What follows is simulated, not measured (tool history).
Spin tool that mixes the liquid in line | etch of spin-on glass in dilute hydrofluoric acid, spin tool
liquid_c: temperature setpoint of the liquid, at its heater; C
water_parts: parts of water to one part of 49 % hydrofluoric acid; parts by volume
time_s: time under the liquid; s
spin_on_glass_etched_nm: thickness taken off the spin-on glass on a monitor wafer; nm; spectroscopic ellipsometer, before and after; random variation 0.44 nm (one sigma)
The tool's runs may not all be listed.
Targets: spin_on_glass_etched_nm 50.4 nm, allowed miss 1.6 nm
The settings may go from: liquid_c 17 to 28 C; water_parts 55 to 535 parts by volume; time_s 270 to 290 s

Run 1, hour 0: liquid_c 20 C, water_parts 295 parts by volume, time_s 270 s. Result: spin_on_glass_etched_nm 19.508 nm.
Run 2, hour 8.1: liquid_c 21 C, water_parts 275 parts by volume, time_s 270 s. Result: spin_on_glass_etched_nm 22.19 nm.
Run 3, hour 11.1: liquid_c 21.5 C, water_parts 260 parts by volume, time_s 270 s. Result: spin_on_glass_etched_nm 23.914 nm.
Run 4, hour 15.6: liquid_c 22 C, water_parts 245 parts by volume, time_s 270 s. Result: spin_on_glass_etched_nm 26.681 nm.
Run 5, hour 23.3: liquid_c 22 C, water_parts 280 parts by volume, time_s 270 s. Result: spin_on_glass_etched_nm 22.363 nm.
Run 6, hour 30.7: liquid_c 22.5 C, water_parts 265 parts by volume, time_s 270 s. Result: spin_on_glass_etched_nm 24.586 nm.
Run 7, hour 32.2: liquid_c 23 C, water_parts 250 parts by volume, time_s 270 s. Result: spin_on_glass_etched_nm 26.617 nm.
Run 8, hour 33: liquid_c 23 C, water_parts 250 parts by volume, time_s 270 s. Result: spin_on_glass_etched_nm 26.401 nm.
Run 9, hour 33.9: liquid_c 23.5 C, water_parts 235 parts by volume, time_s 270 s. Result: spin_on_glass_etched_nm 29.599 nm.
Run 10, hour 40.3: liquid_c 24 C, water_parts 225 parts by volume, time_s 270 s. Result: spin_on_glass_etched_nm 31.266 nm.
Run 11, hour 46.7: liquid_c 24.5 C, water_parts 215 parts by volume, time_s 270 s. Result: spin_on_glass_etched_nm 33.934 nm.
Run 12, hour 54.1: liquid_c 25 C, water_parts 210 parts by volume, time_s 270 s. Result: spin_on_glass_etched_nm 35.84 nm.
Run 13, hour 61.6: liquid_c 25.5 C, water_parts 205 parts by volume, time_s 270 s. Result: spin_on_glass_etched_nm 37.818 nm.
Run 14, hour 69.8: liquid_c 26 C, water_parts 200 parts by volume, time_s 270 s. Result: spin_on_glass_etched_nm 39.428 nm.
Run 15, hour 78: liquid_c 26 C, water_parts 195 parts by volume, time_s 270 s. Result: spin_on_glass_etched_nm 39.993 nm.
Run 16, hour 80.9: liquid_c 26 C, water_parts 190 parts by volume, time_s 270 s. Result: spin_on_glass_etched_nm 41.984 nm.
Run 17, hour 83.3: liquid_c 26 C, water_parts 190 parts by volume, time_s 270 s. Result: spin_on_glass_etched_nm 41.455 nm.
Run 18, hour 90.2: liquid_c 26 C, water_parts 185 parts by volume, time_s 270 s. Result: spin_on_glass_etched_nm 43.612 nm.
Run 19, hour 93.7: liquid_c 27 C, water_parts 180 parts by volume, time_s 270 s. Result: spin_on_glass_etched_nm 46.702 nm.

Which of these 5 next moves meets every target?
Run A, hour 97.2: liquid_c 24.5 C, water_parts 165 parts by volume, time_s 290 s. Result: spin_on_glass_etched_nm ?.
Run B, hour 97.2: liquid_c 27.5 C, water_parts 205 parts by volume, time_s 290 s. Result: spin_on_glass_etched_nm ?.
Run C, hour 97.2: liquid_c 22.5 C, water_parts 175 parts by volume, time_s 290 s. Result: spin_on_glass_etched_nm ?.
Run D, hour 97.2: liquid_c 23 C, water_parts 175 parts by volume, time_s 270 s. Result: spin_on_glass_etched_nm ?.
Run E, hour 97.2: liquid_c 28 C, water_parts 210 parts by volume, time_s 290 s. Result: spin_on_glass_etched_nm ?.

move  spin_on_glass_etched_nm
   A                   50.508
   B                    43.33
   C                   43.661
   D                   41.431
   E                   42.802
A: meets every target
B: further off than the last run
C: further off than the last run
D: further off than the last run
E: further off than the last run
Move A is the one to make.
